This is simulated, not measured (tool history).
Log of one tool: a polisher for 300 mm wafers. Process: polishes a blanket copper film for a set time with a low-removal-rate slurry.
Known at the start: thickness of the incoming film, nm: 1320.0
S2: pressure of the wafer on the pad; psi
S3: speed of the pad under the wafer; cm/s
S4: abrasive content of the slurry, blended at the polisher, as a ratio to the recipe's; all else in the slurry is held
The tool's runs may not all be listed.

Run 1, hour 0.0: flow of slurry (ml/min) 175, S2 3.3 psi, S3 90 cm/s, S4 1.00, polishing time (s) 83. Result: film removed (angstrom) 2023.4.
Run 2, hour 0.7: flow of slurry (ml/min) 175, S2 3.5 psi, S3 90 cm/s, S4 1.00, polishing time (s) 83. Result: film removed (angstrom) 2137.7.
Run 3, hour 2.1: flow of slurry (ml/min) 135, S2 3.5 psi, S3 90 cm/s, S4 1.00, polishing time (s) 83. Result: film removed (angstrom) 2025.8.
Run 4, hour 2.9: flow of slurry (ml/min) 135, S2 3.5 psi, S3 90 cm/s, S4 1.15, polishing time (s) 83. Result: film removed (angstrom) 2121.3.
Run 5, hour 10.6: flow of slurry (ml/min) 135, S2 2.9 psi, S3 90 cm/s, S4 1.15, polishing time (s) 83. Result: film removed (angstrom) 1753.3.
Run 6, hour 15.9: flow of slurry (ml/min) 135, S2 2.9 psi, S3 74 cm/s, S4 1.15, polishing time (s) 83. Result: film removed (angstrom) 1479.6.
Run 7, hour 21.1: flow of slurry (ml/min) 145, S2 3.3 psi, S3 74 cm/s, S4 1.15, polishing time (s) 83. Result: film removed (angstrom) 1678.7.
Run 8, hour 29.0: flow of slurry (ml/min) 150, S2 3.6 psi, S3 74 cm/s, S4 1.15, polishing time (s) 83. Result: film removed (angstrom) 1865.9.
Run 9, hour 36.7: flow of slurry (ml/min) 155, S2 3.8 psi, S3 74 cm/s, S4 1.15, polishing time (s) 83. Result: film removed (angstrom) 1994.8.
Run 10, hour 44.8: flow of slurry (ml/min) 160, S2 4.0 psi, S3 74 cm/s, S4 1.15, polishing time (s) 83. Result: film removed (angstrom) 2067.5.

The next listed run, before its measurement:
Run 11, hour 51.4: flow of slurry (ml/min) 165, S2 4.2 psi, S3 74 cm/s, S4 1.15, polishing time (s) 83. Result: film removed (angstrom) ?.

film removed (angstrom): 2187.1

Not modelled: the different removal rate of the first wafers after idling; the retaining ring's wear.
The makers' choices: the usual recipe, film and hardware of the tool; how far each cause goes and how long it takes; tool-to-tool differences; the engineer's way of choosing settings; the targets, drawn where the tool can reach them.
